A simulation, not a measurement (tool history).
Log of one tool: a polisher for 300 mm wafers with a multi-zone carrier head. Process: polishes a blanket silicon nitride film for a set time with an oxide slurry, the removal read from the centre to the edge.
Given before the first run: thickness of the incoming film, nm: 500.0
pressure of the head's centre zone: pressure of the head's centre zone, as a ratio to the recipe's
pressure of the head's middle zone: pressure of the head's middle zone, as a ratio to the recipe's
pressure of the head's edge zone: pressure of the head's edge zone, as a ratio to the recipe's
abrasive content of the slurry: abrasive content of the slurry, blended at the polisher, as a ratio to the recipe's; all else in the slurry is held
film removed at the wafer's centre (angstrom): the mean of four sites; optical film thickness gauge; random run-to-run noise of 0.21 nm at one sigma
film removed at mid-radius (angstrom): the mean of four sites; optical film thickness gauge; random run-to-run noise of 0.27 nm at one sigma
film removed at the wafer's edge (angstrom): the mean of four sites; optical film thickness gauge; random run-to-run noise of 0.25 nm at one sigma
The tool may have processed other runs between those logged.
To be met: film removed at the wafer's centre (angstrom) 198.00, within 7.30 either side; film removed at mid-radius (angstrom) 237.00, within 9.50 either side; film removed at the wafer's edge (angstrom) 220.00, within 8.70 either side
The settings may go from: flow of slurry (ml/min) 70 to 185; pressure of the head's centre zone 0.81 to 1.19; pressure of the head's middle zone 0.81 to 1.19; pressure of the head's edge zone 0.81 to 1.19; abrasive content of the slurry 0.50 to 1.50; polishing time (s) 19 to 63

run    day  flow of slurry (ml/min)  pressure of the head's centre zone  pressure of the head's middle zone  pressure of the head's edge zone  abrasive content of the slurry  polishing time (s)  film removed at the wafer's centre (angstrom)  film removed at mid-radius (angstrom)  film removed at the wafer's edge (angstrom)
  1  0.000                      120                                1.00                                1.00                              1.00                            1.00                  41                                         312.05                                 312.83                                       307.07
  2  0.242                      115                                0.98                                1.00                              0.98                            0.95                  41                                         291.27                                 304.60                                       292.76
  3  0.325                      115                                0.98                                1.00                              0.98                            0.80                  41                                         265.29                                 272.46                                       268.07
  4  0.629                      115                                0.98                                0.94                              0.98                            0.80                  41                                         261.74                                 264.46                                       262.37
  5  0.758                      110                                0.96                                0.93                              0.96                            0.80                  41                                         255.14                                 257.01                                       261.26
  6  1.058                      110                                0.96                                0.93                              0.96                            0.80                  50                                         311.07                                 311.96                                       315.77
  7  1.288                      110                                0.94                                0.94                              0.94                            0.75                  49                                         288.51                                 293.45                                       293.13
  8  1.567                      105                                0.92                                0.95                              0.93                            0.70                  49                                         268.49                                 279.30                                       273.70

Exactly one of the 4 candidate moves below puts every result within its allowed miss. Which one?
  A  1.846                       95                                0.81                                1.14                              1.05                            0.75                  35                                              ?                                      ?                                            ?
  B  1.846                      180                                0.81                                1.05                              1.00                            0.70                  36                                              ?                                      ?                                            ?
  C  1.846                      100                                0.92                                1.00                              0.88                            0.80                  37                                              ?                                      ?                                            ?
  D  1.846                      105                                0.81                                1.14                              0.83                            0.60                  42                                              ?                                      ?                                            ?

move  film removed at the wafer's centre (angstrom)  film removed at mid-radius (angstrom)  film removed at the wafer's edge (angstrom)
   A                                         184.66                                 236.11                                       214.59
   B                                         201.86                                 241.30                                       219.38
   C                                         224.98                                 242.84                                       220.58
   D                                         186.33                                 237.68                                       192.41
A: the result that was furthest off in the last run now lies on the other side of its target
B: each result inside its tolerance
C: nearer than the last run, and not there yet
D: the result that was furthest off in the last run now lies on the other side of its target
Move B is the one to make.
